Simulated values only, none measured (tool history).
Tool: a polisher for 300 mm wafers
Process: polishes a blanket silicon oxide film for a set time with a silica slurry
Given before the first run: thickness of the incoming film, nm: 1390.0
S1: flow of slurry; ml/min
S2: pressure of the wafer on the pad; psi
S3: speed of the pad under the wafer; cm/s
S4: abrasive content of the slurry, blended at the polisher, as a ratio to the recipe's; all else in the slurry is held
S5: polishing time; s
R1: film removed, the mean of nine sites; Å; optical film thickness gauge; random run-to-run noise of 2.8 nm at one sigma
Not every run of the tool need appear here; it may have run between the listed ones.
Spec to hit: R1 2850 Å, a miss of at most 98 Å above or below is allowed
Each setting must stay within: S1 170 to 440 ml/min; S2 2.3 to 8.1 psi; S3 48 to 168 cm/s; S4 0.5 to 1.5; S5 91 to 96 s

run	hour	S1	S2	S3	S4	S5	R1
1	0	280	5.2	108	1	91	3857.5
2	3.4	280	5.2	108	1.2	91	4046.7
3	7.6	280	5.2	136	1.2	91	4921.3
4	10.2	280	4.6	136	1.2	91	4473.9
5	17.7	280	4.6	136	1.2	91	4365.7
6	20.4	280	4.6	146	1.2	91	4641.3
7	23	280	4.1	144	1.2	91	4051.2
8	26.4	280	3.8	144	1.2	91	3807.9
9	28.4	280	3.8	144	1.2	91	3773.9
10	33.1	280	3.8	144	1.2	91	3835.4
11	34.8	280	3.5	144	1.2	91	3492.6
12	42.6	280	3.3	144	1.2	91	3287.1
13	50.3	280	3.3	144	1.2	91	3313.4

Exactly one of the 5 candidate moves below puts every result within its allowed miss. Which one?
A	58	295	4	138	1.2	96	?
B	58	245	4.2	146	1.25	91	?
C	58	270	3	136	1.15	92	?
D	58	260	3.9	150	1.15	91	?
E	58	270	4.1	164	1.05	91	?

move	R1
A	4151.2
B	4291.3
C	2927.3
D	4009.1
E	4415.3
A: further off than the last run
B: further off than the last run
C: in spec on every target
D: further off than the last run
E: further off than the last run
So the answer is move C, the one that meets all the targets.

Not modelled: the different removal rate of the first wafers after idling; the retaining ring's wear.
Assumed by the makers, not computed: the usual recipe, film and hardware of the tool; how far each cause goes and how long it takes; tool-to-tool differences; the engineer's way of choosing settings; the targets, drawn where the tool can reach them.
